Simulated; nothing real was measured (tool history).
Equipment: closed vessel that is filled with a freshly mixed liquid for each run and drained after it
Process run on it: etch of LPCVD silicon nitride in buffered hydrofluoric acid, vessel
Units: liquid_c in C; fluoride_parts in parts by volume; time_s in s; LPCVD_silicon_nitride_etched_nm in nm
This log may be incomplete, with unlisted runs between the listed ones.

run,hour,liquid_c,fluoride_parts,time_s,LPCVD_silicon_nitride_etched_nm
1,0.0,24.0,21.5,2810,19.878
2,0.6,24.0,24.5,2810,18.317
3,7.4,26.0,24.5,2810,20.433
4,12.6,24.5,24.5,2810,18.753
5,18.3,25.5,23.5,2810,20.561
6,21.1,25.5,23.5,2810,20.259
7,23.5,25.5,23.5,2810,20.305
8,27.8,26.5,22.5,2810,22.051
9,31.4,27.0,21.5,2810,23.445
10,33.3,27.5,21.0,2810,24.561
11,40.4,28.0,20.5,2810,25.522
12,46.8,28.5,20.0,2810,26.962
13,52.6,29.0,19.5,2810,28.466
14,59.2,29.5,19.5,2810,28.995
15,61.2,30.0,19.5,2810,29.570
16,68.4,30.0,19.0,2810,30.558
17,72.3,30.0,19.0,2810,30.811

Forecast run 18:
18,77.9,31.0,18.5,2810,?

{"run 18": {"LPCVD_silicon_nitride_etched_nm": 32.828}}
